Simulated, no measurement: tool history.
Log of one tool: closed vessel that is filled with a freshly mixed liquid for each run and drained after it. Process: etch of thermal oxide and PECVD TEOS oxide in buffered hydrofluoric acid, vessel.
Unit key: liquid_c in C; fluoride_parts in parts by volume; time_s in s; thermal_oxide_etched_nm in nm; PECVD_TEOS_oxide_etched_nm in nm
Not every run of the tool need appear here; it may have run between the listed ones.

run  hour  liquid_c  fluoride_parts  time_s  thermal_oxide_etched_nm  PECVD_TEOS_oxide_etched_nm
  1   0.0      22.0            11.0      60                   61.689                      107.25
  2   1.6      23.0            10.5      60                   67.427                      119.84
  3   9.7      23.5            10.0      60                   73.438                      128.46
  4  14.9      23.5            10.0      70                   85.312                      150.03
  5  23.7      24.0             9.5      70                   90.214                      157.61
  6  27.8      24.0             7.0      70                  123.540                      215.17
  7  28.4      24.5             7.0      70                  127.260                      221.74
  8  37.3      25.0             7.0      70                  130.130                      228.02

Run 9 comes next. What will it give?
  9  44.0      25.5             7.0      70                        ?                           ?

thermal_oxide_etched_nm: 133.480 nm
PECVD_TEOS_oxide_etched_nm: 232.81 nm

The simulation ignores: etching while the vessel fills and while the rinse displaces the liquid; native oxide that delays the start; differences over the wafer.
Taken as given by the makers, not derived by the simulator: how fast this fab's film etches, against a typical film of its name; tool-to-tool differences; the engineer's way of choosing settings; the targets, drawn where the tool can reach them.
